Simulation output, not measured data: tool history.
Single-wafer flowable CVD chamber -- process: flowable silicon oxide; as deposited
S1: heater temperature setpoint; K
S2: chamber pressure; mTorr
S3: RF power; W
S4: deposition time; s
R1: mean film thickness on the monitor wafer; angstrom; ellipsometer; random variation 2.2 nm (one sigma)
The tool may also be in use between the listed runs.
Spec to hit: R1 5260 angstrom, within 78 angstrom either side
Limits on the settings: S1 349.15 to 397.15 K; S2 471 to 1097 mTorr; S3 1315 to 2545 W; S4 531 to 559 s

run 1 hour=0 | S1=373.15 S2=784 S3=1930 S4=559 | R1=3317.1
run 2 hour=3.6 | S1=369.15 S2=784 S3=1930 S4=559 | R1=3732.3
run 3 hour=12.6 | S1=369.15 S2=852 S3=1930 S4=559 | R1=4013
run 4 hour=19.6 | S1=375.15 S2=852 S3=1930 S4=559 | R1=3358.7
run 5 hour=20.5 | S1=368.15 S2=852 S3=1930 S4=559 | R1=4142.6
run 6 hour=28 | S1=363.15 S2=852 S3=1930 S4=559 | R1=4824.5
run 7 hour=31.7 | S1=362.15 S2=852 S3=1930 S4=559 | R1=4913.6
run 8 hour=39.4 | S1=361.15 S2=852 S3=1930 S4=559 | R1=5085.6

4 candidate next runs follow, results not yet known. Just one meets every target within its allowed miss. Identify it.
run A hour=47.1 | S1=364.15 S2=888 S3=2120 S4=540 | R1=?
run B hour=47.1 | S1=364.15 S2=1003 S3=2190 S4=540 | R1=?
run C hour=47.1 | S1=355.15 S2=791 S3=1980 S4=531 | R1=?
run D hour=47.1 | S1=360.15 S2=808 S3=1990 S4=550 | R1=?

move=A R1=4775.7
move=B R1=5400.1
move=C R1=5257.3
move=D R1=4885.4
A: its largest miss is bigger than the last run's
B: takes the result that was furthest off past its target
C: all results in spec
D: its largest miss is bigger than the last run's
C is the move that brings every result within its allowed miss.
